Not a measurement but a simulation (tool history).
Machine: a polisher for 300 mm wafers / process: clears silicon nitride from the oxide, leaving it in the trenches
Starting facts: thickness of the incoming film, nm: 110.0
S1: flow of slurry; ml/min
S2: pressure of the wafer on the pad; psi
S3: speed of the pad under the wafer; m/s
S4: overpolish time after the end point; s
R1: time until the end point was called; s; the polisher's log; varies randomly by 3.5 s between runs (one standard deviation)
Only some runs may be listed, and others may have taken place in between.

run    day   S1   S2    S3  S4      R1
  1      0  175  2.9   0.9   2  144.13
  2  0.033  175  2.9  0.82   2  155.51
  3  0.188  175  3.5  0.82   2  130.68
  4  0.475  175  3.4  0.82   2  133.25
  5  0.642  175  3.8  0.82   2  119.56
  6  0.879  135  3.8  0.82   2  128.01

Expected results for the next run?
  7  1.212  135  3.7  0.82   2   ?

Run 7 came out at R1 132.4 s.
